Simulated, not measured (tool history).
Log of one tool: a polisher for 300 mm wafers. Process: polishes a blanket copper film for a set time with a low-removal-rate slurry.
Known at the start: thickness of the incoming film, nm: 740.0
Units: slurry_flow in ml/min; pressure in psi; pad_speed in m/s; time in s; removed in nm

{"run": 1, "hour": 0.0, "slurry_flow": 125, "pressure": 3, "pad_speed": 1.38, "slurry_solids": 1, "time": 39, "removed": 161.07}
{"run": 2, "hour": 1.8, "slurry_flow": 125, "pressure": 3, "pad_speed": 1.58, "slurry_solids": 1, "time": 39, "removed": 184.02}
{"run": 3, "hour": 6.6, "slurry_flow": 125, "pressure": 3, "pad_speed": 1.86, "slurry_solids": 1, "time": 39, "removed": 215.24}
{"run": 4, "hour": 13.9, "slurry_flow": 125, "pressure": 2.6, "pad_speed": 1.86, "slurry_solids": 1, "time": 39, "removed": 193.32}
{"run": 5, "hour": 16.8, "slurry_flow": 115, "pressure": 2.2, "pad_speed": 1.84, "slurry_solids": 1, "time": 39, "removed": 168.77}
{"run": 6, "hour": 21.1, "slurry_flow": 115, "pressure": 2.2, "pad_speed": 1.84, "slurry_solids": 1.15, "time": 39, "removed": 171.9}
{"run": 7, "hour": 24.3, "slurry_flow": 110, "pressure": 1.9, "pad_speed": 1.82, "slurry_solids": 1.15, "time": 39, "removed": 155.38}

Forecast run 8:
{"run": 8, "hour": 27.6, "slurry_flow": 95, "pressure": 1.4, "pad_speed": 1.74, "slurry_solids": 1.15, "time": 39, "removed": "?"}

{"run 8": {"removed": 119.94}}
